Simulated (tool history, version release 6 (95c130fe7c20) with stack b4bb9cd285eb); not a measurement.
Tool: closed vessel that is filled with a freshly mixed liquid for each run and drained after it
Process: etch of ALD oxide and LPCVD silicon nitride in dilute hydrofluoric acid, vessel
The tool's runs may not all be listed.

| run | hour | temperature setpoint of the liquid (C) | parts of water to one part of 49 % hydrofluoric acid (parts by volume) | time in the liquid (s) | thickness taken off the ALD oxide on a monitor wafer (angstrom) | thickness taken off the LPCVD silicon nitride on a monitor wafer (angstrom) |
|---|---|---|---|---|---|---|
| 1 | 0.0 | 22.0 | 45 | 60 | 171.150 | 5.8011 |
| 2 | 4.8 | 22.0 | 35 | 60 | 222.910 | 8.6112 |
| 3 | 13.7 | 21.5 | 45 | 60 | 167.630 | 6.2981 |
| 4 | 18.8 | 21.5 | 35 | 60 | 220.030 | 7.9241 |
| 5 | 23.2 | 20.5 | 45 | 60 | 161.700 | 5.4504 |
| 6 | 31.6 | 20.5 | 45 | 45 | 120.710 | 3.9708 |
| 7 | 34.0 | 20.5 | 45 | 45 | 121.380 | 4.2563 |
| 8 | 35.0 | 20.0 | 50 | 45 | 107.060 | 3.8398 |
| 9 | 44.1 | 19.0 | 50 | 45 | 101.300 | 3.6666 |
| 10 | 50.7 | 19.0 | 50 | 45 | 101.960 | 3.4510 |
| 11 | 55.2 | 18.5 | 50 | 45 | 98.868 | 3.1654 |

The next listed run, before its measurement:
| 12 | 63.7 | 19.0 | 60 | 45 | ? | ? |

{"run 12": {"thickness taken off the ALD oxide on a monitor wafer (angstrom)": 83.376, "thickness taken off the LPCVD silicon nitride on a monitor wafer (angstrom)": 2.6837}}

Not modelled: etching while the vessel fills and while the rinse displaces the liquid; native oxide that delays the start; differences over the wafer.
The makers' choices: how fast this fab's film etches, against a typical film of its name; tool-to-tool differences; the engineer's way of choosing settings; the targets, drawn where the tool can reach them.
